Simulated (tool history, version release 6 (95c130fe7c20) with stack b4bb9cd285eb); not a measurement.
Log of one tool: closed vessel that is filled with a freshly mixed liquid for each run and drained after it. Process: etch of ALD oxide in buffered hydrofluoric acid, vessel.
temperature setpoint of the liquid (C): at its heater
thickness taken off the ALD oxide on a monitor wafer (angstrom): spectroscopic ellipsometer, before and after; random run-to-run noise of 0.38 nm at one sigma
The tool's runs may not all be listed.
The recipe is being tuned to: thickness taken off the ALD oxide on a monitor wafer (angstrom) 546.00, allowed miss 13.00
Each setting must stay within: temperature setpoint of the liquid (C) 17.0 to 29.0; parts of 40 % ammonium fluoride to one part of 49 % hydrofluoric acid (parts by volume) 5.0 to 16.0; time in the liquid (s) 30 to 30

run    day  temperature setpoint of the liquid (C)  parts of 40 % ammonium fluoride to one part of 49 % hydrofluoric acid (parts by volume)  time in the liquid (s)  thickness taken off the ALD oxide on a monitor wafer (angstrom)
  1  0.000                                    21.0                                                                                      9.5                      30                                                           878.84
  2  0.250                                    19.5                                                                                     10.5                      30                                                           748.86
  3  0.421                                    22.5                                                                                     10.5                      30                                                           880.65
  4  0.738                                    22.5                                                                                     12.0                      30                                                           773.53
  5  0.867                                    22.5                                                                                     13.5                      30                                                           685.58
  6  0.950                                    21.0                                                                                     13.5                      30                                                           637.41
  7  1.308                                    20.0                                                                                     13.5                      30                                                           603.75
  8  1.679                                    19.5                                                                                     13.5                      30                                                           583.11
  9  1.796                                    19.0                                                                                     13.5                      30                                                           564.38
 10  2.104                                    19.0                                                                                     13.5                      30                                                           561.87

5 candidate next runs follow, results not yet known. Just one meets every target within its allowed miss. Identify it.
  A  2.412                                    20.0                                                                                     14.0                      30                                                                ?
  B  2.412                                    17.5                                                                                     13.0                      30                                                                ?
  C  2.412                                    18.5                                                                                     14.5                      30                                                                ?
  D  2.412                                    17.5                                                                                     13.5                      30                                                                ?
  E  2.412                                    19.0                                                                                     13.0                      30                                                                ?

move  thickness taken off the ALD oxide on a monitor wafer (angstrom)
   A                                                           574.67
   B                                                           536.60
   C                                                           510.20
   D                                                           517.09
   E                                                           584.23
A: misses by more than the last run did
B: meets every target
C: pushes the last run's worst result past its target
D: pushes the last run's worst result past its target
E: misses by more than the last run did
Answer: B

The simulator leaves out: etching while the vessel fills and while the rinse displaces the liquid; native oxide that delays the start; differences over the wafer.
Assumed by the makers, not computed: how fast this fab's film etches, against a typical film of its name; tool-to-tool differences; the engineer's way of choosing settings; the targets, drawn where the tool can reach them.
